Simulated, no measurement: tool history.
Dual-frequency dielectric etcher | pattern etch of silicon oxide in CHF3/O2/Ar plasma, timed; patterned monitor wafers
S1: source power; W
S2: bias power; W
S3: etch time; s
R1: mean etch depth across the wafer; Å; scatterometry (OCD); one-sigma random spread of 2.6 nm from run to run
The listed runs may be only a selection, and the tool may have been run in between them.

run	hour	S1	S2	S3	R1
1	0.0	540	197	482.0	10115.0
2	7.4	540	197	503.0	10500.0
3	14.8	500	193	502.5	10156.0
4	15.9	470	190	502.0	9784.2
5	22.5	470	213	502.0	10205.0
6	23.7	440	211	501.5	9907.8
7	25.8	420	209	501.5	9646.8
8	33.0	400	208	501.5	9442.4
9	34.4	400	208	501.5	9447.0
10	38.7	330	201	501.0	8659.3

The next listed run, before its measurement:
11	39.8	340	201	501.0	?

Run 11 gave R1 8745.9 Å.
